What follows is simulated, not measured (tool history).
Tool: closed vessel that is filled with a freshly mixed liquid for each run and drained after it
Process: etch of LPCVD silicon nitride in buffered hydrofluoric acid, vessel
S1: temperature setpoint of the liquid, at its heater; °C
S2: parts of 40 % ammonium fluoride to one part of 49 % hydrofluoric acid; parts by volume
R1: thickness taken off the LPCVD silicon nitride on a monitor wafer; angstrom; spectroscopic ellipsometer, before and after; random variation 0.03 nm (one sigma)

{"run": 1, "hour": 0.0, "S1": 21, "S2": 16.5, "time in the liquid (s)": 815, "R1": 52.265}
{"run": 2, "hour": 7.9, "S1": 21, "S2": 21, "time in the liquid (s)": 815, "R1": 41.405}
{"run": 3, "hour": 16.2, "S1": 23, "S2": 21, "time in the liquid (s)": 815, "R1": 46.782}
{"run": 4, "hour": 24.8, "S1": 23, "S2": 21, "time in the liquid (s)": 815, "R1": 47.211}
{"run": 5, "hour": 26.9, "S1": 25, "S2": 21, "time in the liquid (s)": 815, "R1": 52.309}
{"run": 6, "hour": 34.1, "S1": 27, "S2": 21, "time in the liquid (s)": 815, "R1": 58.333}
{"run": 7, "hour": 39.3, "S1": 25, "S2": 21, "time in the liquid (s)": 815, "R1": 52.088}
{"run": 8, "hour": 45.7, "S1": 23.5, "S2": 21, "time in the liquid (s)": 815, "R1": 48.525}
{"run": 9, "hour": 47.9, "S1": 23.5, "S2": 21, "time in the liquid (s)": 815, "R1": 48.1}

Forecast run 10:
{"run": 10, "hour": 55.9, "S1": 22.5, "S2": 21, "time in the liquid (s)": 815, "R1": "?"}

Run 10 gave R1 45.415 angstrom.

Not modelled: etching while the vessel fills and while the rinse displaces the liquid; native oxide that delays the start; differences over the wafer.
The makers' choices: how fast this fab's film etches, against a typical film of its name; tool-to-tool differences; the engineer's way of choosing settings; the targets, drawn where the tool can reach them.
